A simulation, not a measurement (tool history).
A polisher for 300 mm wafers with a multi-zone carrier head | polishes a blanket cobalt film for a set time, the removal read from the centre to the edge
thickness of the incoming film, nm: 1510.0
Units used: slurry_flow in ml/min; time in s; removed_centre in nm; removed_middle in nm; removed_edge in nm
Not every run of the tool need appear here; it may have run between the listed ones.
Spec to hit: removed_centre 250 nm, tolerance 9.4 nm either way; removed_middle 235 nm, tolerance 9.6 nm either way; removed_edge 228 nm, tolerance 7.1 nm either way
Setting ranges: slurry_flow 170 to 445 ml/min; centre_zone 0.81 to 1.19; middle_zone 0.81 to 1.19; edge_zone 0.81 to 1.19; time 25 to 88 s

| run | hour | slurry_flow | centre_zone | middle_zone | edge_zone | time | removed_centre | removed_middle | removed_edge |
|---|---|---|---|---|---|---|---|---|---|
| 1 | 0 | 285 | 1 | 1 | 1 | 56 | 271.99 | 267.52 | 270.61 |
| 2 | 7.9 | 285 | 1 | 1.06 | 1 | 56 | 268.04 | 281.38 | 271.64 |
| 3 | 9.9 | 280 | 1 | 1.04 | 0.96 | 55 | 266.94 | 275.15 | 262.88 |
| 4 | 12.6 | 280 | 1 | 1.04 | 0.96 | 60 | 283.02 | 297.06 | 291.82 |
| 5 | 15.4 | 280 | 1 | 1.04 | 0.96 | 46 | 221.05 | 229.79 | 218.61 |
| 6 | 21.4 | 280 | 1 | 1.04 | 0.96 | 55 | 266.71 | 273.52 | 263.04 |
| 7 | 25.4 | 280 | 1 | 1.02 | 0.94 | 53 | 254.61 | 255.34 | 250.7 |
| 8 | 32 | 280 | 1.01 | 1.02 | 0.92 | 52 | 259.15 | 257.27 | 243.26 |
| 9 | 38.2 | 275 | 1.01 | 1.01 | 0.91 | 51 | 249.74 | 247.05 | 236.59 |
| 10 | 43.3 | 270 | 1.01 | 1 | 0.9 | 51 | 249.17 | 248.53 | 234.89 |
| 11 | 45.8 | 270 | 1.01 | 0.99 | 0.9 | 51 | 252.09 | 245.11 | 233.28 |

Which single option among these 4 for the next run brings every result within its allowed miss of target? Just one does.
| A | 48.3 | 260 | 1.04 | 0.97 | 0.89 | 50 | ? | ? | ? |
| B | 48.3 | 265 | 0.95 | 0.86 | 0.89 | 55 | ? | ? | ? |
| C | 48.3 | 295 | 1.04 | 1.1 | 0.81 | 51 | ? | ? | ? |
| D | 48.3 | 270 | 1.04 | 1.06 | 0.84 | 51 | ? | ? | ? |

| move | removed_centre | removed_middle | removed_edge |
|---|---|---|---|
| A | 254.72 | 230.24 | 229.52 |
| B | 255.91 | 229.52 | 253.08 |
| C | 262.36 | 263.42 | 225.45 |
| D | 260.67 | 253.78 | 228.23 |
A: each result inside its tolerance
B: brings the result that was furthest off to its target, and leaves another outside
C: misses by more than the last run did
D: misses by more than the last run did
Move A is the one to make.
